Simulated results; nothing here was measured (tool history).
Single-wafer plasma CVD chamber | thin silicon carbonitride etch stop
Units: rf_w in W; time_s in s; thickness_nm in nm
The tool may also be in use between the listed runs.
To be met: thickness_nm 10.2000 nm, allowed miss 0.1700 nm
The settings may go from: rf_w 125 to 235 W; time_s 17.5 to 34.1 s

run,hour,rf_w,time_s,thickness_nm
1,0.0,180,25.8,14.0590
2,5.2,170,24.5,13.2900
3,6.2,155,24.5,12.9060
4,13.9,135,24.5,12.6540
5,17.5,135,23.4,12.1980
6,19.9,135,22.4,11.5810
7,28.1,135,21.8,11.3380
8,32.3,135,21.3,11.0320
9,36.7,135,21.0,10.9100
10,37.4,135,20.7,10.7470
11,43.5,125,19.5,9.9203

5 next moves are on the table. One of them brings every result within its allowed miss. Which?
A,49.6,130,19.0,?
B,49.6,125,20.0,?
C,49.6,140,18.8,?
D,49.6,125,18.6,?
E,49.6,145,18.8,?

move,thickness_nm
A,9.8523
B,10.3020
C,9.8743
D,9.5813
E,9.9358
A: further off than the last run
B: meets every target
C: further off than the last run
D: further off than the last run
E: nearer than the last run, and not there yet
The right move is B.
